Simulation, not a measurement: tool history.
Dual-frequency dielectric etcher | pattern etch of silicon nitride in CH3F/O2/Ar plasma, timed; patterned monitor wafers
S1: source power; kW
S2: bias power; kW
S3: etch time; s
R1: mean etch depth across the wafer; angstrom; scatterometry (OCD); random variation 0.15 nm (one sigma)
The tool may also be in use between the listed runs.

Run 1, hour 0: S1 0.28 kW, S2 0.082 kW, S3 58.5 s. Result: R1 393.98 angstrom.
Run 2, hour 3.3: S1 0.27 kW, S2 0.081 kW, S3 58.5 s. Result: R1 384.34 angstrom.
Run 3, hour 4.1: S1 0.27 kW, S2 0.094 kW, S3 58.5 s. Result: R1 404.8 angstrom.
Run 4, hour 5.2: S1 0.27 kW, S2 0.088 kW, S3 58.5 s. Result: R1 396.49 angstrom.
Run 5, hour 10.8: S1 0.26 kW, S2 0.087 kW, S3 58.5 s. Result: R1 389.48 angstrom.
Run 6, hour 17.4: S1 0.25 kW, S2 0.086 kW, S3 58.5 s. Result: R1 378.19 angstrom.

The next listed run, before its measurement:
Run 7, hour 23.3: S1 0.24 kW, S2 0.086 kW, S3 58.5 s. Result: R1 ?.

{"run 7": {"R1": 370.65}}

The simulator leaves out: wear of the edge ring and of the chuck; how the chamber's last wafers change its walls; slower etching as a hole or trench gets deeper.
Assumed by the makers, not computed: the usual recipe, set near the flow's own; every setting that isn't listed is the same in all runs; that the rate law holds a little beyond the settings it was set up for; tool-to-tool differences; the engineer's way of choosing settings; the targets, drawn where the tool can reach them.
